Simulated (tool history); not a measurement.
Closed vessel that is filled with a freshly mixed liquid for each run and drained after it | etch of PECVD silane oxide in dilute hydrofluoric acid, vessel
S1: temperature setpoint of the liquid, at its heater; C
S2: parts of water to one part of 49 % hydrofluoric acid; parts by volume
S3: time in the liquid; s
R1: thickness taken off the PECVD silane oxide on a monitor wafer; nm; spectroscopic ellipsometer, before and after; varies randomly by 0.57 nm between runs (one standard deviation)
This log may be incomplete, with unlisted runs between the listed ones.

{"run": 1, "hour": 0.0, "S1": 24, "S2": 45, "S3": 85, "R1": 40.998}
{"run": 2, "hour": 1.1, "S1": 25.5, "S2": 45, "S3": 85, "R1": 43.968}
{"run": 3, "hour": 5.7, "S1": 25.5, "S2": 45, "S3": 95, "R1": 49.025}
{"run": 4, "hour": 14.0, "S1": 26, "S2": 45, "S3": 95, "R1": 50.911}
{"run": 5, "hour": 19.7, "S1": 26, "S2": 45, "S3": 85, "R1": 45.143}
{"run": 6, "hour": 26.8, "S1": 27, "S2": 45, "S3": 85, "R1": 46.74}
{"run": 7, "hour": 32.2, "S1": 28, "S2": 45, "S3": 85, "R1": 49.034}

Forecast run 8:
{"run": 8, "hour": 41.5, "S1": 28.5, "S2": 45, "S3": 85, "R1": "?"}

R1: 49.032 nm

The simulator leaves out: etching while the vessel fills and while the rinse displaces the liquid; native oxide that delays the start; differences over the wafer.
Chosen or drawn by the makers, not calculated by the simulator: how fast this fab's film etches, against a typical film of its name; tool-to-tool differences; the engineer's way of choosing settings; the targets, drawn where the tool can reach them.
